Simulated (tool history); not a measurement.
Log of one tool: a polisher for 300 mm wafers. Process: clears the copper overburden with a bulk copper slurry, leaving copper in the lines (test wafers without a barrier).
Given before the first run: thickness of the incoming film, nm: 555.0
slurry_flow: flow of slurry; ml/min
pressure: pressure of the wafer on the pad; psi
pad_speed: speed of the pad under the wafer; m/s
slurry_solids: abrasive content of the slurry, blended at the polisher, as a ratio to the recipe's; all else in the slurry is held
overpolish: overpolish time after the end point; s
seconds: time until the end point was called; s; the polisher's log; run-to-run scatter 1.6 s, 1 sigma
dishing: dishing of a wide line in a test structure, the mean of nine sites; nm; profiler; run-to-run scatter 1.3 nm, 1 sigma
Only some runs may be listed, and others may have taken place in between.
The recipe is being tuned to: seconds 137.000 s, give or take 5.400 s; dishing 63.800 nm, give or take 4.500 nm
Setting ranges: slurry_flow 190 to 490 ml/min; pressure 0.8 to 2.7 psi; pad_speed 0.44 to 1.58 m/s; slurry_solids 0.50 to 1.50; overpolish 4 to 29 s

run 1 hour=0.0 | slurry_flow=315 pressure=1.7 pad_speed=1.00 slurry_solids=1.00 overpolish=15 | seconds=99.489 dishing=53.966
run 2 hour=1.7 | slurry_flow=355 pressure=1.7 pad_speed=1.00 slurry_solids=1.00 overpolish=15 | seconds=98.960 dishing=54.771
run 3 hour=7.3 | slurry_flow=355 pressure=1.5 pad_speed=1.00 slurry_solids=1.00 overpolish=18 | seconds=107.110 dishing=57.311
run 4 hour=15.0 | slurry_flow=355 pressure=1.5 pad_speed=0.88 slurry_solids=1.00 overpolish=18 | seconds=122.530 dishing=52.644
run 5 hour=16.7 | slurry_flow=355 pressure=1.4 pad_speed=0.86 slurry_solids=1.00 overpolish=20 | seconds=130.780 dishing=53.139
run 6 hour=22.1 | slurry_flow=355 pressure=1.4 pad_speed=0.86 slurry_solids=1.00 overpolish=22 | seconds=131.250 dishing=59.837
run 7 hour=29.0 | slurry_flow=355 pressure=1.4 pad_speed=0.86 slurry_solids=1.00 overpolish=23 | seconds=133.840 dishing=62.382
run 8 hour=37.1 | slurry_flow=355 pressure=1.4 pad_speed=0.86 slurry_solids=1.00 overpolish=24 | seconds=132.760 dishing=58.629
run 9 hour=41.3 | slurry_flow=355 pressure=1.4 pad_speed=0.86 slurry_solids=1.00 overpolish=25 | seconds=130.740 dishing=64.736

4 candidate next runs follow, results not yet known. Just one meets every target within its allowed miss. Identify it.
run A hour=45.5 | slurry_flow=370 pressure=1.4 pad_speed=0.82 slurry_solids=1.00 overpolish=26 | seconds=? dishing=?
run B hour=45.5 | slurry_flow=375 pressure=2.0 pad_speed=0.70 slurry_solids=1.10 overpolish=26 | seconds=? dishing=?
run C hour=45.5 | slurry_flow=345 pressure=1.4 pad_speed=0.92 slurry_solids=0.90 overpolish=24 | seconds=? dishing=?
run D hour=45.5 | slurry_flow=460 pressure=1.6 pad_speed=0.66 slurry_solids=1.15 overpolish=29 | seconds=? dishing=?

move=A seconds=137.320 dishing=62.685
move=B seconds=119.830 dishing=71.883
move=C seconds=127.010 dishing=62.599
move=D seconds=146.150 dishing=65.779
A: meets every target
B: lands further from the targets than the last run did
C: lands further from the targets than the last run did
D: the result that was furthest off in the last run now lies on the other side of its target
The right move is A.
